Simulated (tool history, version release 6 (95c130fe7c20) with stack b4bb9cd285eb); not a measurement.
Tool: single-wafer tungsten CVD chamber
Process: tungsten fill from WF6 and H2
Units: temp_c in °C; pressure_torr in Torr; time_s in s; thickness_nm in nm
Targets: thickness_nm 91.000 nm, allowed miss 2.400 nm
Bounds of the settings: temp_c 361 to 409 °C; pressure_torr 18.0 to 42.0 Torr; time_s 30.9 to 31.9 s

run,hour,temp_c,pressure_torr,time_s,thickness_nm
1,0.0,385,30.0,30.9,70.199
2,8.2,385,30.0,31.9,72.433
3,17.1,380,30.0,31.9,66.417
4,18.7,380,27.5,31.9,63.495
5,20.5,380,30.9,31.9,67.118
6,21.4,385,30.9,31.9,73.294
7,27.8,389,31.1,31.9,78.912
8,30.9,392,31.2,31.9,83.828
9,36.5,393,31.3,31.9,84.528
10,44.1,394,31.4,31.9,86.881
11,51.8,395,31.4,31.9,87.930

5 next moves are on the table. One of them brings every result within its allowed miss. Which?
A,59.5,395,36.7,30.9,?
B,59.5,396,29.3,31.0,?
C,59.5,388,35.6,31.7,?
D,59.5,394,29.5,31.9,?
E,59.5,402,23.2,31.9,?

move,thickness_nm
A,92.801
B,84.610
C,83.324
D,84.522
E,85.238
A: meets every target
B: further off than the last run
C: further off than the last run
D: further off than the last run
E: further off than the last run
Answer: A

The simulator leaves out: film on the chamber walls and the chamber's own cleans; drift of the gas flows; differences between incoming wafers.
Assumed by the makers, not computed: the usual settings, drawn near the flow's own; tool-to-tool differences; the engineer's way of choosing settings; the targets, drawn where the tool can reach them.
